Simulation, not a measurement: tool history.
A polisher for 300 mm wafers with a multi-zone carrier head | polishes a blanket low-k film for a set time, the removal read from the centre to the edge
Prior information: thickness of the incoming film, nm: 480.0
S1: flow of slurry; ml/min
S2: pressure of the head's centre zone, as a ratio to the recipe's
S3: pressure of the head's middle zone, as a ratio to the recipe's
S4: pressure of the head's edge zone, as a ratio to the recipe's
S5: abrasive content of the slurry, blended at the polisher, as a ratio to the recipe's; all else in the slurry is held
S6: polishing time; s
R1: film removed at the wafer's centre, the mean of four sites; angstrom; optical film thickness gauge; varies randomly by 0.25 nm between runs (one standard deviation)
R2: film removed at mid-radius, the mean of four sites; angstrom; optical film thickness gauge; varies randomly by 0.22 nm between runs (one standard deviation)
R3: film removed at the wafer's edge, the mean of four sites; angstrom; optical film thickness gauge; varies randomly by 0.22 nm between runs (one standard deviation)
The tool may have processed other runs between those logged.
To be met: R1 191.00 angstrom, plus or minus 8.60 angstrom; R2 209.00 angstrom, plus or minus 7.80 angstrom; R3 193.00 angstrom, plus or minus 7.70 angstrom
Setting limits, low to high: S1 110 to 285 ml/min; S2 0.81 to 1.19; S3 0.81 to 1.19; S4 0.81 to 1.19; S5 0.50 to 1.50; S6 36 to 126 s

run	hour	S1	S2	S3	S4	S5	S6	R1	R2	R3
1	0.0	180	1.00	1.00	1.00	1.00	81	273.33	275.89	281.28
2	5.7	180	1.04	1.00	1.00	1.00	81	280.26	273.97	278.80
3	11.4	180	1.04	1.00	1.00	1.10	81	293.79	288.62	287.60
4	12.5	180	1.04	0.92	1.00	1.10	81	294.92	278.59	291.09
5	18.2	180	1.04	0.92	1.04	1.10	81	300.66	272.84	294.26
6	19.2	180	1.04	0.94	1.02	1.05	80	285.12	267.67	289.21
7	23.2	180	1.04	0.96	0.99	1.00	78	270.95	259.16	266.06
8	25.5	180	1.03	0.97	0.97	0.95	78	254.90	256.74	260.50
9	28.5	180	1.04	0.98	0.95	0.90	77	251.05	248.20	243.17
10	33.2	145	0.94	0.97	0.85	0.65	76	182.77	194.88	183.94
11	35.3	150	0.94	0.97	0.85	0.65	76	179.20	194.42	185.17
12	39.3	155	0.94	0.97	0.85	0.65	76	181.14	195.21	188.67

Which single option among these 4 for the next run brings every result within its allowed miss of target? Just one does.
A	43.3	205	0.82	0.88	0.96	0.55	88	?	?	?
B	43.3	155	0.95	1.00	0.81	0.60	76	?	?	?
C	43.3	110	0.95	1.01	0.82	0.85	78	?	?	?
D	43.3	175	0.93	0.99	0.82	0.65	79	?	?	?

move	R1	R2	R3
A	169.29	192.97	205.79
B	174.50	186.33	171.12
C	212.84	230.05	213.76
D	190.96	206.65	191.26
A: the biggest miss grows against the last run
B: the biggest miss grows against the last run
C: pushes the last run's worst result past its target
D: all results land within tolerance of their targets
The move that meets every target is D.
